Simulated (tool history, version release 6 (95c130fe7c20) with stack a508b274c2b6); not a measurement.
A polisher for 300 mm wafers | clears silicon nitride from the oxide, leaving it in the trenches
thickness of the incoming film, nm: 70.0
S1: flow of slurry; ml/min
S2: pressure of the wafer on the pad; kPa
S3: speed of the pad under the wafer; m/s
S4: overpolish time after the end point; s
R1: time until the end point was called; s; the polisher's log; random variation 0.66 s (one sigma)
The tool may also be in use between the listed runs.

run 1 hour=0.0 | S1=170 S2=22.8 S3=1.16 S4=31 | R1=68.209
run 2 hour=6.8 | S1=205 S2=22.8 S3=1.16 S4=31 | R1=68.020
run 3 hour=15.3 | S1=205 S2=24.1 S3=1.16 S4=31 | R1=65.122
run 4 hour=20.6 | S1=205 S2=24.1 S3=1.32 S4=31 | R1=56.936
run 5 hour=21.3 | S1=180 S2=24.1 S3=1.32 S4=31 | R1=57.319
run 6 hour=26.8 | S1=180 S2=24.1 S3=1.32 S4=33 | R1=59.051
run 7 hour=34.4 | S1=180 S2=24.8 S3=1.32 S4=33 | R1=57.022

Forecast run 8:
run 8 hour=43.2 | S1=180 S2=24.8 S3=1.32 S4=33 | R1=?

Run 8 gave R1 56.430 s.
